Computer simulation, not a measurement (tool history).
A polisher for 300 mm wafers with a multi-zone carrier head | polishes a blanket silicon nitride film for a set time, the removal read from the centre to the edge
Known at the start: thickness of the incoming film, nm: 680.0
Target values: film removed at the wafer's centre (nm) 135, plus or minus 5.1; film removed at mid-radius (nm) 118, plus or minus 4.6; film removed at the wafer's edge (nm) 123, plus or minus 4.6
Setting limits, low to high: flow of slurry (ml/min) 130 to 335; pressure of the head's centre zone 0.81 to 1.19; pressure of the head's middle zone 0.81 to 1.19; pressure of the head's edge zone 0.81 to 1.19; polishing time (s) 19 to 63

run	hour	flow of slurry (ml/min)	pressure of the head's centre zone	pressure of the head's middle zone	pressure of the head's edge zone	polishing time (s)	film removed at the wafer's centre (nm)	film removed at mid-radius (nm)	film removed at the wafer's edge (nm)
1	0	215	1	1	1	41	85.924	88.369	88.369
2	7.8	220	1.02	1	1.02	42	89.023	89.398	92.759
3	10.4	220	1.06	1	1.02	42	94.842	90.175	92.311
4	17.6	220	1.06	1	1.02	50	110.48	106.4	108.32
5	24.2	225	1.07	1.01	1.03	50	112.14	107.95	109.97
6	28.3	230	1.08	1.01	1.04	50	112.46	108.95	112.24
7	32.9	235	1.09	1.01	1.04	50	112.35	109.68	111.81
8	39.1	235	1.1	1.01	1.04	51	119.16	109.82	113.72
9	41.3	275	1.16	1.05	1.11	53	129.11	120.22	122.09

Consider the 5 candidate settings below. Which is the only one whose results all fall within their allowed miss of target?
A	43.5	225	1.06	1.06	1.19	54	?	?	?
B	43.5	270	1.12	1.08	1.09	50	?	?	?
C	43.5	305	1.19	1.01	1.09	53	?	?	?
D	43.5	260	1.07	1.14	1.19	50	?	?	?
E	43.5	240	1.11	1.06	1.16	52	?	?	?

move	film removed at the wafer's centre (nm)	film removed at mid-radius (nm)	film removed at the wafer's edge (nm)
A	119.91	122.26	129.07
B	118.86	117.7	116.21
C	133.94	119.36	124.53
D	114.25	122.75	121.08
E	120.8	118.74	123.45
A: further off than the last run
B: further off than the last run
C: each result inside its tolerance
D: further off than the last run
E: further off than the last run
Correct choice: C, which meets every target

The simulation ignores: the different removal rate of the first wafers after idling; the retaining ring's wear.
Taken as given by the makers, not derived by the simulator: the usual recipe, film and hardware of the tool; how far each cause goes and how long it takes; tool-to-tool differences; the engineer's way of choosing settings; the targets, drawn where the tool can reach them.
